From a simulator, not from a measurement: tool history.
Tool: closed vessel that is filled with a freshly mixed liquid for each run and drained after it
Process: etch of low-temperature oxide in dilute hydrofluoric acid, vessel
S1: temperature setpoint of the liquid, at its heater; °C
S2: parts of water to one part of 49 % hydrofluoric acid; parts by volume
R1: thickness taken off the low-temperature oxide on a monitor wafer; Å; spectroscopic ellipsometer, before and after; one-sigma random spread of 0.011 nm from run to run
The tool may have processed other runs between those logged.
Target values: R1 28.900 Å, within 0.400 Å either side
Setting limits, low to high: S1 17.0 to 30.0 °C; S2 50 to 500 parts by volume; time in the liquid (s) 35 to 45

Run 1, hour 0.0: S1 22.0 °C, S2 275 parts by volume, time in the liquid (s) 45. Result: R1 40.659 Å.
Run 2, hour 4.4: S1 19.0 °C, S2 275 parts by volume, time in the liquid (s) 45. Result: R1 36.281 Å.
Run 3, hour 5.3: S1 17.5 °C, S2 275 parts by volume, time in the liquid (s) 45. Result: R1 34.119 Å.
Run 4, hour 7.7: S1 17.5 °C, S2 355 parts by volume, time in the liquid (s) 45. Result: R1 24.871 Å.
At hour 14.5: hydrofluoric acid flow meter replaced.
Run 5, hour 14.5: S1 18.0 °C, S2 355 parts by volume, time in the liquid (s) 45. Result: R1 22.450 Å.
Run 6, hour 21.7: S1 19.5 °C, S2 355 parts by volume, time in the liquid (s) 45. Result: R1 23.808 Å.
Run 7, hour 22.4: S1 21.0 °C, S2 355 parts by volume, time in the liquid (s) 45. Result: R1 25.091 Å.
Run 8, hour 26.4: S1 22.0 °C, S2 355 parts by volume, time in the liquid (s) 45. Result: R1 26.005 Å.
Run 9, hour 27.7: S1 22.5 °C, S2 355 parts by volume, time in the liquid (s) 45. Result: R1 26.481 Å.
Run 10, hour 31.3: S1 23.0 °C, S2 355 parts by volume, time in the liquid (s) 45. Result: R1 26.929 Å.
Run 11, hour 32.9: S1 23.5 °C, S2 355 parts by volume, time in the liquid (s) 45. Result: R1 27.360 Å.
Run 12, hour 37.8: S1 24.0 °C, S2 355 parts by volume, time in the liquid (s) 45. Result: R1 27.881 Å.
Run 13, hour 40.9: S1 24.5 °C, S2 355 parts by volume, time in the liquid (s) 45. Result: R1 28.172 Å.

Pick the move, out of 5, that brings all results within their allowed miss; only one does.
Run A, hour 44.0: S1 27.5 °C, S2 310 parts by volume, time in the liquid (s) 35. Result: R1 ?.
Run B, hour 44.0: S1 18.5 °C, S2 310 parts by volume, time in the liquid (s) 45. Result: R1 ?.
Run C, hour 44.0: S1 25.0 °C, S2 340 parts by volume, time in the liquid (s) 40. Result: R1 ?.
Run D, hour 44.0: S1 26.0 °C, S2 380 parts by volume, time in the liquid (s) 45. Result: R1 ?.
Run E, hour 44.0: S1 23.5 °C, S2 325 parts by volume, time in the liquid (s) 40. Result: R1 ?.

move      R1
   A  29.079
   B  27.289
   C  27.063
   D  27.100
   E  27.291
A: every result within its allowed miss
B: its largest miss is bigger than the last run's
C: its largest miss is bigger than the last run's
D: its largest miss is bigger than the last run's
E: its largest miss is bigger than the last run's
A is the move that brings every result within its allowed miss.
